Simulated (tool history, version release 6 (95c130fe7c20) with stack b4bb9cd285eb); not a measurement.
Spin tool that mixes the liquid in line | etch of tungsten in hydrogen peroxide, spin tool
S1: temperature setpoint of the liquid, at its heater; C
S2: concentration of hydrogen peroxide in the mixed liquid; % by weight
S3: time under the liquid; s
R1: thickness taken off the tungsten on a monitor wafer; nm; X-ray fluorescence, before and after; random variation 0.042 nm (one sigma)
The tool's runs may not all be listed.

Run 1, hour 0.0: S1 54.0 C, S2 18 % by weight, S3 15 s. Result: R1 16.515 nm.
Run 2, hour 1.9: S1 58.0 C, S2 18 % by weight, S3 15 s. Result: R1 20.862 nm.
Run 3, hour 3.5: S1 53.0 C, S2 18 % by weight, S3 15 s. Result: R1 15.555 nm.
Run 4, hour 7.8: S1 46.0 C, S2 18 % by weight, S3 15 s. Result: R1 10.070 nm.
Run 5, hour 11.2: S1 51.5 C, S2 18 % by weight, S3 15 s. Result: R1 14.137 nm.
Run 6, hour 16.7: S1 49.0 C, S2 18 % by weight, S3 15 s. Result: R1 12.164 nm.

The next listed run, before its measurement:
Run 7, hour 22.8: S1 47.0 C, S2 18 % by weight, S3 15 s. Result: R1 ?.

R1: 10.809 nm
